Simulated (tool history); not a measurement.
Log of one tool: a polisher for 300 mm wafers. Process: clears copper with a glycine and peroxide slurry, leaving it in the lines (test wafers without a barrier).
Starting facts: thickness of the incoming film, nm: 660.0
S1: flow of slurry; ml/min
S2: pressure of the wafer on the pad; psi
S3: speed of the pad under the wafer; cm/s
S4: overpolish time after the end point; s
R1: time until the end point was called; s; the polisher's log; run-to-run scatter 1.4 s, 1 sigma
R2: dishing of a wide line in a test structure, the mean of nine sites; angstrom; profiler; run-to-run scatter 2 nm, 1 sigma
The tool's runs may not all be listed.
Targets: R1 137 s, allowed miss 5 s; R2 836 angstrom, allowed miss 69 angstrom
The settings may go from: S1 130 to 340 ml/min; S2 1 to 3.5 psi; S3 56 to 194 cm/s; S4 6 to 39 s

Run 1, hour 0: S1 220 ml/min, S2 2.2 psi, S3 124 cm/s, S4 20 s. Result: R1 108.17 s, R2 672.22 angstrom.
Run 2, hour 6.5: S1 220 ml/min, S2 2 psi, S3 124 cm/s, S4 20 s. Result: R1 117.39 s, R2 664.61 angstrom.
Run 3, hour 10.8: S1 220 ml/min, S2 2 psi, S3 152 cm/s, S4 20 s. Result: R1 100.12 s, R2 704.66 angstrom.
Run 4, hour 16: S1 220 ml/min, S2 1.7 psi, S3 152 cm/s, S4 20 s. Result: R1 114.66 s, R2 645.95 angstrom.
Run 5, hour 24.8: S1 220 ml/min, S2 1.7 psi, S3 142 cm/s, S4 20 s. Result: R1 119.2 s, R2 637.81 angstrom.
Run 6, hour 30.6: S1 220 ml/min, S2 1.6 psi, S3 142 cm/s, S4 23 s. Result: R1 125.8 s, R2 671.68 angstrom.
Run 7, hour 32.1: S1 220 ml/min, S2 1.6 psi, S3 142 cm/s, S4 26 s. Result: R1 126.35 s, R2 736.46 angstrom.
Run 8, hour 40.6: S1 220 ml/min, S2 1.6 psi, S3 142 cm/s, S4 26 s. Result: R1 126.26 s, R2 762.88 angstrom.
Run 9, hour 44.5: S1 220 ml/min, S2 1.5 psi, S3 142 cm/s, S4 27 s. Result: R1 132.11 s, R2 740.71 angstrom.
Run 10, hour 49.3: S1 220 ml/min, S2 1.5 psi, S3 142 cm/s, S4 28 s. Result: R1 134.3 s, R2 716.31 angstrom.

Consider the 4 candidate settings below. Which is the only one whose results all fall within their allowed miss of target?
Run A, hour 54.1: S1 270 ml/min, S2 1.7 psi, S3 126 cm/s, S4 18 s. Result: R1 ?, R2 ?.
Run B, hour 54.1: S1 235 ml/min, S2 1.4 psi, S3 144 cm/s, S4 26 s. Result: R1 ?, R2 ?.
Run C, hour 54.1: S1 205 ml/min, S2 1.5 psi, S3 136 cm/s, S4 36 s. Result: R1 ?, R2 ?.
Run D, hour 54.1: S1 225 ml/min, S2 1.5 psi, S3 138 cm/s, S4 19 s. Result: R1 ?, R2 ?.

move      R1      R2
   A  128.62  573.57
   B  136.54  701.77
   C  137.13  865.76
   D  134.33  572.02
A: further off than the last run
B: further off than the last run
C: all results in spec
D: further off than the last run
So the answer is move C, the one that meets all the targets.
